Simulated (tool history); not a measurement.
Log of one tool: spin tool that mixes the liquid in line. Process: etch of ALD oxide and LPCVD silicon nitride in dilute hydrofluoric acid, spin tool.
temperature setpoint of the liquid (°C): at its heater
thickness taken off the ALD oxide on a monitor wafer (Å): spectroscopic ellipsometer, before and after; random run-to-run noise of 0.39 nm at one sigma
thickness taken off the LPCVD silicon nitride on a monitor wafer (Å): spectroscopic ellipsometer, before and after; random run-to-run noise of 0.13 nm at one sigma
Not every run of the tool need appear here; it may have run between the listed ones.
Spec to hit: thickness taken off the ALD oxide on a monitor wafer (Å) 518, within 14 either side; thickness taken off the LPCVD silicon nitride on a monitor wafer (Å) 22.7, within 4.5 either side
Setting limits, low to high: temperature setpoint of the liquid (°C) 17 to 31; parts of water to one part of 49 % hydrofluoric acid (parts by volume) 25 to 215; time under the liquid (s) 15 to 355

run	hour	temperature setpoint of the liquid (°C)	parts of water to one part of 49 % hydrofluoric acid (parts by volume)	time under the liquid (s)	thickness taken off the ALD oxide on a monitor wafer (Å)	thickness taken off the LPCVD silicon nitride on a monitor wafer (Å)
1	0	23	120	180	111.75	5.768
2	2.3	21	120	180	105.1	5.135
3	5.7	21.5	110	190	124.75	6.3625
4	8.6	21.5	110	265	174.69	8.4176
5	9.3	22	100	265	200.06	9.051
6	14.1	23	95	265	217.02	10.537
7	19.8	25	45	295	595.95	30.052
8	27	24.5	45	295	578.62	27.94
9	28.4	23	45	295	545.53	23.498
# hour 29.2: hydrofluoric acid flow meter replaced
10	29.2	23	50	295	554.14	23.846
11	31.4	23	55	295	498.04	23.523

Next run, 4 choices. One meets every target within its allowed miss, the rest don't. Which?
A	33.6	23.5	60	315	?	?
B	33.6	31	70	290	?	?
C	33.6	31	75	330	?	?
D	33.6	22	55	320	?	?

move	thickness taken off the ALD oxide on a monitor wafer (Å)	thickness taken off the LPCVD silicon nitride on a monitor wafer (Å)
A	492.59	22.973
B	515.8	29.634
C	543.68	31.471
D	516.37	22.954
A: its largest miss is bigger than the last run's
B: meets the target for the result that was furthest off, but another lies outside its allowed miss
C: carries the result that was furthest off beyond its target, to the other side
D: in spec on every target
D is the move that brings every result within its allowed miss.
